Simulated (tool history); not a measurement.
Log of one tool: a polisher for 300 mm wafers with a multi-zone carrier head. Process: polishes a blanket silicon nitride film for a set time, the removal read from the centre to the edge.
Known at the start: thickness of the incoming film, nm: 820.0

| run | day | flow of slurry (ml/min) | pressure of the head's centre zone | pressure of the head's middle zone | pressure of the head's edge zone | polishing time (s) | film removed at the wafer's centre (nm) | film removed at mid-radius (nm) | film removed at the wafer's edge (nm) |
|---|---|---|---|---|---|---|---|---|---|
| 1 | 0.000 | 320 | 1.00 | 1.00 | 1.00 | 79 | 174.55 | 173.50 | 175.77 |
| 2 | 0.292 | 320 | 1.00 | 0.94 | 1.00 | 79 | 176.17 | 167.09 | 179.43 |
| 3 | 0.562 | 320 | 1.00 | 0.94 | 1.06 | 79 | 173.33 | 166.29 | 182.06 |
| 4 | 0.842 | 330 | 1.04 | 0.98 | 1.07 | 85 | 197.95 | 182.98 | 199.21 |
| 5 | 1.212 | 330 | 1.04 | 0.98 | 1.11 | 85 | 194.08 | 186.24 | 205.37 |
| 6 | 1.408 | 345 | 1.09 | 1.04 | 1.11 | 87 | 209.61 | 199.40 | 205.80 |

Forecast run 7:
|  | 1.500 | edge zone pressure recalibrated |
| 7 | 1.500 | 355 | 1.12 | 1.07 | 1.13 | 89 | ? | ? | ? |

film removed at the wafer's centre (nm): 225.01
film removed at mid-radius (nm): 206.35
film removed at the wafer's edge (nm): 210.32

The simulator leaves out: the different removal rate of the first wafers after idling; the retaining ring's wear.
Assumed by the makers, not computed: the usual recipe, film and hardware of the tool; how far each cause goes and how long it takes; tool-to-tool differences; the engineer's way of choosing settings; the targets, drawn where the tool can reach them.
